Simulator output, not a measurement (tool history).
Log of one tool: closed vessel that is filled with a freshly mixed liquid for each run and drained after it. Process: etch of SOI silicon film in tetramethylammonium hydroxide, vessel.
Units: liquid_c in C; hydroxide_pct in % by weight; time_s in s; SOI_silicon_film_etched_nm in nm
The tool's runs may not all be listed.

Run 1, hour 0: liquid_c 70 C, hydroxide_pct 11.5 % by weight, time_s 95 s. Result: SOI_silicon_film_etched_nm 618.05 nm.
Run 2, hour 3.6: liquid_c 70 C, hydroxide_pct 11.5 % by weight, time_s 100 s. Result: SOI_silicon_film_etched_nm 655.7 nm.
Run 3, hour 7.5: liquid_c 70 C, hydroxide_pct 11.5 % by weight, time_s 95 s. Result: SOI_silicon_film_etched_nm 617.98 nm.
Run 4, hour 10.5: liquid_c 70 C, hydroxide_pct 9.5 % by weight, time_s 95 s. Result: SOI_silicon_film_etched_nm 661.47 nm.
Run 5, hour 14.8: liquid_c 70 C, hydroxide_pct 12 % by weight, time_s 95 s. Result: SOI_silicon_film_etched_nm 606.38 nm.
Run 6, hour 20.6: liquid_c 72 C, hydroxide_pct 12 % by weight, time_s 95 s. Result: SOI_silicon_film_etched_nm 689.16 nm.
Run 7, hour 24.4: liquid_c 73 C, hydroxide_pct 12 % by weight, time_s 95 s. Result: SOI_silicon_film_etched_nm 717.21 nm.

Forecast run 8:
Run 8, hour 28.4: liquid_c 74 C, hydroxide_pct 12 % by weight, time_s 95 s. Result: SOI_silicon_film_etched_nm ?.

SOI_silicon_film_etched_nm: 765.41 nm
